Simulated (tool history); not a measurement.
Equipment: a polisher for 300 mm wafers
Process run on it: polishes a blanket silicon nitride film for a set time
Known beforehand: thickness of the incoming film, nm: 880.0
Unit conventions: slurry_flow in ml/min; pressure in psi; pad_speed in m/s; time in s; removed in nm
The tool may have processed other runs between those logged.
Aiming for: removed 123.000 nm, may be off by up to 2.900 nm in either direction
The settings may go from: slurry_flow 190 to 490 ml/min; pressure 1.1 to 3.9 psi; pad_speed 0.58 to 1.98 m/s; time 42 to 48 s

{"run": 1, "hour": 0.0, "slurry_flow": 315, "pressure": 2.5, "pad_speed": 1.28, "time": 48, "removed": 69.554}
{"run": 2, "hour": 5.7, "slurry_flow": 320, "pressure": 3.0, "pad_speed": 1.28, "time": 48, "removed": 81.888}
{"run": 3, "hour": 6.7, "slurry_flow": 325, "pressure": 3.3, "pad_speed": 1.34, "time": 48, "removed": 92.431}
{"run": 4, "hour": 14.4, "slurry_flow": 325, "pressure": 3.5, "pad_speed": 1.4, "time": 48, "removed": 99.734}
{"run": 5, "hour": 22.4, "slurry_flow": 330, "pressure": 3.6, "pad_speed": 1.46, "time": 48, "removed": 104.83}
{"run": 6, "hour": 29.7, "slurry_flow": 330, "pressure": 3.7, "pad_speed": 1.52, "time": 48, "removed": 111.16}
{"run": 7, "hour": 38.1, "slurry_flow": 345, "pressure": 3.9, "pad_speed": 1.56, "time": 48, "removed": 119.27}
{"run": 8, "hour": 39.0, "slurry_flow": 345, "pressure": 3.9, "pad_speed": 1.58, "time": 48, "removed": 119.41}

Pick the move, out of 4, that brings all results within their allowed miss; only one does.
{"run": "A", "hour": 39.9, "slurry_flow": 290, "pressure": 3.9, "pad_speed": 1.76, "time": 43, "removed": "?"}
{"run": "B", "hour": 39.9, "slurry_flow": 345, "pressure": 3.9, "pad_speed": 1.78, "time": 42, "removed": "?"}
{"run": "C", "hour": 39.9, "slurry_flow": 340, "pressure": 3.8, "pad_speed": 1.7, "time": 48, "removed": "?"}
{"run": "D", "hour": 39.9, "slurry_flow": 220, "pressure": 3.9, "pad_speed": 1.84, "time": 43, "removed": "?"}

move=A removed=114.620
move=B removed=114.690
move=C removed=123.760
move=D removed=114.550
A: lands further from the targets than the last run did
B: lands further from the targets than the last run did
C: hits every target within its allowed miss
D: lands further from the targets than the last run did
C is the move that brings every result within its allowed miss.
